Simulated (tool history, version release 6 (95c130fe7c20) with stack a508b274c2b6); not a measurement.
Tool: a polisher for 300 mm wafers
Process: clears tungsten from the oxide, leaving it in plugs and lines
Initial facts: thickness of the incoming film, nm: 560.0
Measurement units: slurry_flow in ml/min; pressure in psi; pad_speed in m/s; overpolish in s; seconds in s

run  hour  slurry_flow  pressure  pad_speed  slurry_solids  overpolish  seconds
  1   0.0          165       4.6       0.86            1.0          18  130.710
  2   7.5          165       5.0       0.86            1.0          18  124.630
  3  11.3          200       5.0       0.86            1.0          18  117.960
  4  11.8          200       5.3       0.86            1.0          18  115.040
  5  14.8          200       5.6       0.88            1.0          18  104.410
  6  23.2          200       6.1       0.88            1.0          18  100.530
  7  25.4          200       6.3       0.90            1.0          18   92.931
  8  27.8          200       6.4       0.90            1.0          18   96.612
  9  31.9          200       6.5       0.92            1.0          18   91.766
 10  37.6          200       6.5       0.92            1.0          18   91.279
 11  44.9          200       6.6       0.92            1.0          18   90.694

Run 12 comes next. What will it give?
 12  51.7          200       6.7       0.92            1.0          18        ?

Run 12 yielded seconds 88.266 s.
